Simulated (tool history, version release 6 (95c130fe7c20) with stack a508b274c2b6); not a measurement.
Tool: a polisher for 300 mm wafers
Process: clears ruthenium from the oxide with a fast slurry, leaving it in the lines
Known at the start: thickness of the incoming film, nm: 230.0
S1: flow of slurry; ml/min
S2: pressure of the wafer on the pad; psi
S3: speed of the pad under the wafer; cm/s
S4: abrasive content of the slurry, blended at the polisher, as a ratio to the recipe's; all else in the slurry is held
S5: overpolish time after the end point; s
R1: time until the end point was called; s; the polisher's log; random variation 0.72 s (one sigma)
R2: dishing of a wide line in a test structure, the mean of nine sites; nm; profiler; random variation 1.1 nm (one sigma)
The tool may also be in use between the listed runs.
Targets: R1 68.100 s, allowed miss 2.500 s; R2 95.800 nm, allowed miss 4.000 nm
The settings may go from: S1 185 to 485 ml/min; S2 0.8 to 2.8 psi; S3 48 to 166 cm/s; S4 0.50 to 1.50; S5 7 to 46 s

Run 1, hour 0.0: S1 310 ml/min, S2 1.8 psi, S3 106 cm/s, S4 1.00, S5 24 s. Result: R1 95.438 s, R2 45.911 nm.
Run 2, hour 2.3: S1 310 ml/min, S2 1.8 psi, S3 122 cm/s, S4 1.00, S5 24 s. Result: R1 84.756 s, R2 48.924 nm.
Run 3, hour 3.0: S1 310 ml/min, S2 1.8 psi, S3 148 cm/s, S4 1.00, S5 24 s. Result: R1 75.212 s, R2 56.769 nm.
Run 4, hour 4.7: S1 255 ml/min, S2 1.8 psi, S3 148 cm/s, S4 1.00, S5 24 s. Result: R1 75.327 s, R2 57.171 nm.
Run 5, hour 11.7: S1 255 ml/min, S2 1.9 psi, S3 148 cm/s, S4 1.00, S5 27 s. Result: R1 72.188 s, R2 65.097 nm.
Run 6, hour 20.7: S1 255 ml/min, S2 1.9 psi, S3 166 cm/s, S4 1.00, S5 27 s. Result: R1 66.142 s, R2 70.422 nm.
Run 7, hour 26.6: S1 255 ml/min, S2 1.9 psi, S3 166 cm/s, S4 1.00, S5 30 s. Result: R1 66.110 s, R2 78.323 nm.
Run 8, hour 28.9: S1 255 ml/min, S2 1.9 psi, S3 166 cm/s, S4 1.00, S5 32 s. Result: R1 65.503 s, R2 80.494 nm.

Which of these 4 next moves meets every target?
Run A, hour 31.2: S1 270 ml/min, S2 2.1 psi, S3 166 cm/s, S4 0.95, S5 26 s. Result: R1 ?, R2 ?.
Run B, hour 31.2: S1 185 ml/min, S2 1.9 psi, S3 156 cm/s, S4 1.20, S5 22 s. Result: R1 ?, R2 ?.
Run C, hour 31.2: S1 280 ml/min, S2 2.1 psi, S3 150 cm/s, S4 0.95, S5 41 s. Result: R1 ?, R2 ?.
Run D, hour 31.2: S1 375 ml/min, S2 1.7 psi, S3 166 cm/s, S4 1.00, S5 38 s. Result: R1 ?, R2 ?.

move      R1      R2
   A  61.672  70.425
   B  64.028  59.161
   C  66.511  95.613
   D  70.530  86.053
A: further off than the last run
B: further off than the last run
C: meets every target
D: nearer than the last run, and not there yet
Answer: C

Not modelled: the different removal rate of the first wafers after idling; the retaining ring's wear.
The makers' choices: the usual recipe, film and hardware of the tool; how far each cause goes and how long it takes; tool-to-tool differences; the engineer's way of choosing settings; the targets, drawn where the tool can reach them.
